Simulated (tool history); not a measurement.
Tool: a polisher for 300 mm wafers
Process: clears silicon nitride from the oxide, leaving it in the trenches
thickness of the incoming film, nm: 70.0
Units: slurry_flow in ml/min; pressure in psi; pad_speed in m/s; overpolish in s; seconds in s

Run 1, day 0: slurry_flow 295 ml/min, pressure 1.9 psi, pad_speed 0.9 m/s, overpolish 6 s. Result: seconds 171.9 s.
Run 2, day 0.046: slurry_flow 350 ml/min, pressure 1.9 psi, pad_speed 0.9 m/s, overpolish 6 s. Result: seconds 168.73 s.
Run 3, day 0.188: slurry_flow 350 ml/min, pressure 1.9 psi, pad_speed 1.06 m/s, overpolish 6 s. Result: seconds 146.67 s.
Run 4, day 0.533: slurry_flow 350 ml/min, pressure 1.7 psi, pad_speed 1.06 m/s, overpolish 6 s. Result: seconds 151.68 s.
Run 5, day 0.667: slurry_flow 350 ml/min, pressure 2.2 psi, pad_speed 1.06 m/s, overpolish 6 s. Result: seconds 130.05 s.
Run 6, day 0.796: slurry_flow 320 ml/min, pressure 2.2 psi, pad_speed 1.06 m/s, overpolish 6 s. Result: seconds 129.24 s.
Run 7, day 0.888: slurry_flow 320 ml/min, pressure 2.1 psi, pad_speed 1.06 m/s, overpolish 6 s. Result: seconds 138.32 s.
Run 8, day 1.021: slurry_flow 315 ml/min, pressure 2 psi, pad_speed 1.06 m/s, overpolish 6 s. Result: seconds 140.31 s.

The next listed run, before its measurement:
Run 9, day 1.388: slurry_flow 315 ml/min, pressure 1.9 psi, pad_speed 1.06 m/s, overpolish 6 s. Result: seconds ?.

seconds: 146.69 s
